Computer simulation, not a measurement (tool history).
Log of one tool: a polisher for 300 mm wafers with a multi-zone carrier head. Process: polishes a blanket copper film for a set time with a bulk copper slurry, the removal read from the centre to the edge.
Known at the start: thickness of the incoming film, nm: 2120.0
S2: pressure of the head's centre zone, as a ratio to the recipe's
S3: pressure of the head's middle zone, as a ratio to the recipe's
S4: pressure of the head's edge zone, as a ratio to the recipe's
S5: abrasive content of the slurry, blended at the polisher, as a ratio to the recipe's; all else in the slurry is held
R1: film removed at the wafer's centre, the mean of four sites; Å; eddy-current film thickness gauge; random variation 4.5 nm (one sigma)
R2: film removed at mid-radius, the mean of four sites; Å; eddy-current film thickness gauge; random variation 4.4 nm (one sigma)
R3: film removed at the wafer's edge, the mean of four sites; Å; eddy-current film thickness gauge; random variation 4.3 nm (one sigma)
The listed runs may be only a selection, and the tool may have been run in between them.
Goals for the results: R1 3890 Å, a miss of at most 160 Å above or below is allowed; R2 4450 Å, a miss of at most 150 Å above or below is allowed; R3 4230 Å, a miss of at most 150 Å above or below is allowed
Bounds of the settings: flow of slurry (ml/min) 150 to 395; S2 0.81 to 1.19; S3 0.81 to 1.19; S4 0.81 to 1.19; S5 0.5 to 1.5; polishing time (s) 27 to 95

{"run": 1, "day": 0.0, "flow of slurry (ml/min)": 250, "S2": 1, "S3": 1, "S4": 1, "S5": 1, "polishing time (s)": 61, "R1": 6445.2, "R2": 6720.6, "R3": 6616.5}
{"run": 2, "day": 0.133, "flow of slurry (ml/min)": 245, "S2": 0.97, "S3": 0.99, "S4": 0.96, "S5": 0.85, "polishing time (s)": 56, "R1": 5678.3, "R2": 5717.5, "R3": 5706.2}
{"run": 3, "day": 0.288, "flow of slurry (ml/min)": 300, "S2": 0.97, "S3": 0.99, "S4": 0.96, "S5": 0.85, "polishing time (s)": 56, "R1": 5723.1, "R2": 5932.9, "R3": 5699.2}
{"run": 4, "day": 0.371, "flow of slurry (ml/min)": 310, "S2": 0.93, "S3": 1, "S4": 0.96, "S5": 0.75, "polishing time (s)": 52, "R1": 5059.4, "R2": 5308.3, "R3": 5208.7}
{"run": 5, "day": 0.438, "flow of slurry (ml/min)": 315, "S2": 0.9, "S3": 1.02, "S4": 0.94, "S5": 0.7, "polishing time (s)": 50, "R1": 4586.4, "R2": 5084.4, "R3": 4901.8}
{"run": 6, "day": 0.671, "flow of slurry (ml/min)": 355, "S2": 0.9, "S3": 1.02, "S4": 0.94, "S5": 0.7, "polishing time (s)": 50, "R1": 4608.6, "R2": 5123.2, "R3": 4840.6}
{"run": 7, "day": 0.767, "flow of slurry (ml/min)": 355, "S2": 0.88, "S3": 1.02, "S4": 0.92, "S5": 0.65, "polishing time (s)": 49, "R1": 4321.5, "R2": 4907.3, "R3": 4532.6}
{"run": 8, "day": 1.05, "flow of slurry (ml/min)": 350, "S2": 0.86, "S3": 1, "S4": 0.91, "S5": 0.65, "polishing time (s)": 49, "R1": 4298.1, "R2": 4825.2, "R3": 4554.2}
{"run": 9, "day": 1.404, "flow of slurry (ml/min)": 350, "S2": 0.85, "S3": 1, "S4": 0.9, "S5": 0.6, "polishing time (s)": 49, "R1": 4214.9, "R2": 4749.4, "R3": 4376.7}

5 candidate next runs follow, results not yet known. Just one meets every target within its allowed miss. Identify it.
{"run": "A", "day": 1.758, "flow of slurry (ml/min)": 360, "S2": 0.81, "S3": 1.12, "S4": 0.83, "S5": 0.65, "polishing time (s)": 46, "R1": "?", "R2": "?", "R3": "?"}
{"run": "B", "day": 1.758, "flow of slurry (ml/min)": 385, "S2": 0.81, "S3": 1.15, "S4": 0.84, "S5": 0.65, "polishing time (s)": 47, "R1": "?", "R2": "?", "R3": "?"}
{"run": "C", "day": 1.758, "flow of slurry (ml/min)": 395, "S2": 0.86, "S3": 1.01, "S4": 0.94, "S5": 0.55, "polishing time (s)": 47, "R1": "?", "R2": "?", "R3": "?"}
{"run": "D", "day": 1.758, "flow of slurry (ml/min)": 305, "S2": 0.98, "S3": 1.08, "S4": 0.83, "S5": 0.6, "polishing time (s)": 50, "R1": "?", "R2": "?", "R3": "?"}
{"run": "E", "day": 1.758, "flow of slurry (ml/min)": 370, "S2": 0.89, "S3": 1.04, "S4": 0.94, "S5": 0.6, "polishing time (s)": 48, "R1": "?", "R2": "?", "R3": "?"}

move=A R1=3875.6 R2=5123.7 R3=4131.3
move=B R1=3984.4 R2=5384.6 R3=4259.6
move=C R1=3930.1 R2=4555.5 R3=4245.5
move=D R1=4633.8 R2=5170.4 R3=4321.5
move=E R1=4221.4 R2=4893 R3=4452.3
A: gets the furthest-off result to its target, but another result is out of tolerance
B: gets the furthest-off result to its target, but another result is out of tolerance
C: all results land within tolerance of their targets
D: lands further from the targets than the last run did
E: lands further from the targets than the last run did
Correct choice: C, which meets every target

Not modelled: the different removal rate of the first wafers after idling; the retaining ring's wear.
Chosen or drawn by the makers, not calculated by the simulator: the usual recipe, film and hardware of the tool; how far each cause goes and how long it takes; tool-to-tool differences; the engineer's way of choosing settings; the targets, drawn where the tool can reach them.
